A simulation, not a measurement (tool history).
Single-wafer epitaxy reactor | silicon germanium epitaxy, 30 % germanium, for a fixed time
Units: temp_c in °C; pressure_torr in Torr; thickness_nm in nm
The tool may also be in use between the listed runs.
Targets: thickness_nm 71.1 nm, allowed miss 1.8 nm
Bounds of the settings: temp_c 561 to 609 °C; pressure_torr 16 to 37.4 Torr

| run | hour | temp_c | pressure_torr | thickness_nm |
|---|---|---|---|---|
| 1 | 0 | 585 | 26.7 | 53.298 |
| 2 | 3 | 585 | 30 | 55.772 |
| 3 | 8.4 | 587 | 30.1 | 57.494 |
| 4 | 15.7 | 583 | 30.1 | 54.017 |
| 5 | 22.9 | 583 | 28.2 | 52.388 |
|  | 27.6 | capacitance manometer re-zeroed and calibrated |
| 6 | 27.6 | 586 | 28.3 | 54.496 |
| 7 | 35.3 | 589 | 28.4 | 57.914 |
| 8 | 39.5 | 591 | 28.5 | 59.217 |
| 9 | 46.5 | 593 | 28.6 | 61.09 |
| 10 | 51.3 | 595 | 28.7 | 63.646 |
| 11 | 54.1 | 596 | 28.8 | 64.483 |
| 12 | 56.3 | 596 | 28.8 | 64.205 |

5 next moves are on the table. One of them brings every result within its allowed miss. Which?
| A | 58.5 | 596 | 30.3 | ? |
| B | 58.5 | 598 | 28.3 | ? |
| C | 58.5 | 590 | 28.7 | ? |
| D | 58.5 | 599 | 29.6 | ? |
| E | 58.5 | 601 | 30.5 | ? |

| move | thickness_nm |
|---|---|
| A | 66.205 |
| B | 66.911 |
| C | 58.975 |
| D | 68.986 |
| E | 71.939 |
A: nearer than the last run, and not there yet
B: nearer than the last run, and not there yet
C: further off than the last run
D: nearer than the last run, and not there yet
E: meets every target
Answer: E
